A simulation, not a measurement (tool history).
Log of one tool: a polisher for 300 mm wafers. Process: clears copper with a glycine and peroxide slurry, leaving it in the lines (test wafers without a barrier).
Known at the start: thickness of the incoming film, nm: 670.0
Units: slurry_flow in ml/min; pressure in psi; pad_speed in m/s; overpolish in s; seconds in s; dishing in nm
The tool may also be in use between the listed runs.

Run 1, hour 0.0: slurry_flow 135 ml/min, pressure 3.2 psi, pad_speed 0.94 m/s, overpolish 15 s. Result: seconds 137.52 s, dishing 44.176 nm.
Run 2, hour 4.5: slurry_flow 135 ml/min, pressure 2.7 psi, pad_speed 0.94 m/s, overpolish 15 s. Result: seconds 157.37 s, dishing 41.733 nm.
Run 3, hour 9.8: slurry_flow 130 ml/min, pressure 2.3 psi, pad_speed 0.92 m/s, overpolish 17 s. Result: seconds 175.60 s, dishing 41.875 nm.
Run 4, hour 14.3: slurry_flow 115 ml/min, pressure 2.3 psi, pad_speed 0.92 m/s, overpolish 17 s. Result: seconds 178.19 s, dishing 40.210 nm.
Run 5, hour 18.5: slurry_flow 115 ml/min, pressure 2.0 psi, pad_speed 0.88 m/s, overpolish 19 s. Result: seconds 191.81 s, dishing 40.219 nm.
Run 6, hour 19.9: slurry_flow 115 ml/min, pressure 2.0 psi, pad_speed 0.88 m/s, overpolish 15 s. Result: seconds 197.03 s, dishing 33.650 nm.
Run 7, hour 28.4: slurry_flow 120 ml/min, pressure 1.8 psi, pad_speed 0.84 m/s, overpolish 18 s. Result: seconds 214.54 s, dishing 37.373 nm.
Run 8, hour 33.6: slurry_flow 135 ml/min, pressure 1.7 psi, pad_speed 0.82 m/s, overpolish 19 s. Result: seconds 220.48 s, dishing 38.110 nm.
Run 9, hour 37.3: slurry_flow 140 ml/min, pressure 1.6 psi, pad_speed 0.80 m/s, overpolish 21 s. Result: seconds 230.97 s, dishing 39.892 nm.
Run 10, hour 45.7: slurry_flow 140 ml/min, pressure 1.5 psi, pad_speed 0.80 m/s, overpolish 22 s. Result: seconds 225.83 s, dishing 40.135 nm.

The next listed run, before its measurement:
Run 11, hour 50.3: slurry_flow 140 ml/min, pressure 1.5 psi, pad_speed 0.78 m/s, overpolish 24 s. Result: seconds ?, dishing ?.

{"run 11": {"seconds": 228.17, "dishing": 43.21}}
